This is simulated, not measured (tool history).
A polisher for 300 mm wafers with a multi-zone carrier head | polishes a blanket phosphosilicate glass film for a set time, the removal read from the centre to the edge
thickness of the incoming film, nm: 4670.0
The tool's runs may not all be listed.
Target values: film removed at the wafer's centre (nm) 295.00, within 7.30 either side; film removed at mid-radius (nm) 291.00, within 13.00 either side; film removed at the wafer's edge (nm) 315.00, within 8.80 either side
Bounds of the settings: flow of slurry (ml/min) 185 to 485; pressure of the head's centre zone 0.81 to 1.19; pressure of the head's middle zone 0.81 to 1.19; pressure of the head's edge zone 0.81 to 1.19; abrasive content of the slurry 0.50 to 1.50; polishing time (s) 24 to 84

run,hour,flow of slurry (ml/min),pressure of the head's centre zone,pressure of the head's middle zone,pressure of the head's edge zone,abrasive content of the slurry,polishing time (s),film removed at the wafer's centre (nm),film removed at mid-radius (nm),film removed at the wafer's edge (nm)
1,0.0,310,1.00,1.00,1.00,1.00,54,386.24,388.81,380.17
2,8.3,310,1.00,1.00,1.00,1.00,47,336.10,338.82,329.56
3,13.8,310,1.00,1.00,1.00,0.85,47,311.92,313.41,316.40
4,16.0,310,0.94,1.00,1.00,0.85,47,295.17,316.68,313.96
5,22.3,310,1.00,1.00,1.00,0.85,47,311.90,320.46,313.96
6,26.4,355,1.00,1.00,1.00,0.85,47,318.14,317.06,314.52
7,29.6,345,0.99,0.98,1.00,0.85,47,311.33,312.67,311.36
8,35.8,335,0.98,0.96,1.01,0.85,47,308.42,306.48,315.13
9,40.5,335,0.98,0.96,1.01,0.85,47,308.64,314.77,318.63
10,48.9,330,0.98,0.93,1.01,0.85,47,310.14,294.27,316.01
11,53.3,325,0.97,0.93,1.01,0.85,47,305.81,300.62,320.33
12,60.1,325,0.96,0.92,1.00,0.85,47,308.02,294.99,314.22

Below are 5 possible settings for the next run. Only one of them brings all results inside the allowed miss of their targets. Which is it?
A,66.9,315,0.96,0.84,0.83,0.80,51,?,?,?
B,66.9,435,1.05,0.86,1.05,1.25,40,?,?,?
C,66.9,385,0.95,1.06,1.04,0.75,45,?,?,?
D,66.9,325,0.97,0.94,1.08,0.90,44,?,?,?
E,66.9,355,0.97,0.88,0.99,0.90,46,?,?,?

move,film removed at the wafer's centre (nm),film removed at mid-radius (nm),film removed at the wafer's edge (nm)
A,322.82,286.68,311.11
B,333.26,274.79,325.24
C,279.24,302.84,299.51
D,295.12,283.99,317.72
E,310.32,282.84,319.90
A: moves away from the targets compared with the last run
B: moves away from the targets compared with the last run
C: takes the biggest miss from the last run beyond its target
D: every result within its allowed miss
E: moves away from the targets compared with the last run
The right move is D.
